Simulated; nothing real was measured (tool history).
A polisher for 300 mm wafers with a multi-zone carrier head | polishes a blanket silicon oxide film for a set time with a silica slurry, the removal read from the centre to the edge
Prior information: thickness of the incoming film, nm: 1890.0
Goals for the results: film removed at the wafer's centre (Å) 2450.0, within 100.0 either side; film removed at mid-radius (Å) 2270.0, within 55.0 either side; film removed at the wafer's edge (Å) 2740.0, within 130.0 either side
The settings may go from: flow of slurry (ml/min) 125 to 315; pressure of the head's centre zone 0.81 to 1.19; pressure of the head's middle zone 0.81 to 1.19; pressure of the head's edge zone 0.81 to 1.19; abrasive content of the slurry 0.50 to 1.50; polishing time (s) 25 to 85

run,day,flow of slurry (ml/min),pressure of the head's centre zone,pressure of the head's middle zone,pressure of the head's edge zone,abrasive content of the slurry,polishing time (s),film removed at the wafer's centre (Å),film removed at mid-radius (Å),film removed at the wafer's edge (Å)
1,0.000,205,1.00,1.00,1.00,1.00,55,2733.4,2669.7,2832.1
2,0.038,205,1.00,1.00,1.00,1.00,66,3299.9,3191.6,3352.1
3,0.221,205,1.00,1.00,1.00,1.00,79,3957.1,3799.9,3917.8
4,0.246,205,1.00,1.00,1.00,1.20,79,4401.1,4201.3,4535.6
5,0.496,205,1.00,1.03,1.00,1.20,79,4372.6,4339.1,4525.0
6,0.821,180,1.00,1.03,1.00,1.20,79,4347.0,4328.3,4490.3
7,1.192,180,0.99,1.01,1.01,1.10,78,3945.7,3959.4,4140.5
8,1.371,180,0.99,1.01,1.01,1.10,78,4008.7,3966.6,4266.8
9,1.450,150,0.90,0.91,0.92,0.85,70,2587.9,2645.7,2903.4
10,1.804,150,0.90,0.90,0.92,0.85,70,2641.4,2593.1,2925.4

Next run, 4 choices. One meets every target within its allowed miss, the rest don't. Which?
A,2.158,200,1.01,0.84,0.98,0.70,74,?,?,?
B,2.158,155,0.84,0.81,1.00,0.80,67,?,?,?
C,2.158,150,0.89,0.88,0.91,0.85,66,?,?,?
D,2.158,195,0.92,0.86,1.01,0.80,64,?,?,?

move,film removed at the wafer's centre (Å),film removed at mid-radius (Å),film removed at the wafer's edge (Å)
A,2662.1,2249.2,2684.9
B,2204.0,2174.6,2731.4
C,2406.8,2404.2,2701.1
D,2404.8,2269.4,2697.0
A: gets the furthest-off result to its target, but another result is out of tolerance
B: pushes the last run's worst result past its target
C: gains on the last run, yet a result remains outside its allowed miss
D: in spec on every target
So the answer is move D, the one that meets all the targets.

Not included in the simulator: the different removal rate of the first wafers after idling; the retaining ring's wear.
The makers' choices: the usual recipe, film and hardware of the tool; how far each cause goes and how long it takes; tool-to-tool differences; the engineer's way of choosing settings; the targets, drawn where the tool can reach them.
